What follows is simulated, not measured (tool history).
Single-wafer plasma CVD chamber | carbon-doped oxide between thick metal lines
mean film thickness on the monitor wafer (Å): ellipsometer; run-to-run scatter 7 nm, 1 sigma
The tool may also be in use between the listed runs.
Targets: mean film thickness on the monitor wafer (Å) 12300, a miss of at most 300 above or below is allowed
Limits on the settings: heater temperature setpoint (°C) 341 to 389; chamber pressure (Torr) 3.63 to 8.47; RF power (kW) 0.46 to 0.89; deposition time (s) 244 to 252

run  hour  heater temperature setpoint (°C)  chamber pressure (Torr)  RF power (kW)  deposition time (s)  mean film thickness on the monitor wafer (Å)
  1     0                               365                     6.05          0.675                  244                                         14804
  2   1.4                               366                     5.96          0.655                  244                                         14340
  3   7.3                               367                     5.84          0.645                  244                                         14342
  4  10.6                               367                     5.84          0.645                  244                                         14144
  5  13.8                               367                     5.84           0.56                  244                                         13096
  6  15.2                               367                     5.42           0.56                  244                                         12769
  7  16.6                               367                     5.36           0.56                  244                                         12954
  8  22.8                               367                     5.31          0.555                  244                                         12795
  9  28.7                               367                     5.25          0.555                  244                                         12664
 10    31                               367                      5.2          0.555                  244                                         12700
 11    37                               367                     5.15          0.555                  244                                         12622
 12  40.3                               367                     5.11          0.555                  244                                         12807
 13  46.5                               367                     5.09           0.55                  244                                         12715
 14  49.7                               369                     4.75           0.52                  244                                         11925

Which of these 4 next moves meets every target?
  A  52.9                               379                     5.17           0.52                  252                                             ?
  B  52.9                               362                     4.74          0.535                  252                                             ?
  C  52.9                               364                     5.13          0.465                  251                                             ?
  D  52.9                               368                     4.75          0.565                  248                                             ?

move  mean film thickness on the monitor wafer (Å)
   A                                         12299
   B                                         12885
   C                                         11740
   D                                         12951
A: every result lands within tolerance
B: takes the biggest miss from the last run beyond its target
C: lands further from the targets than the last run did
D: takes the biggest miss from the last run beyond its target
Move A is the one to make.
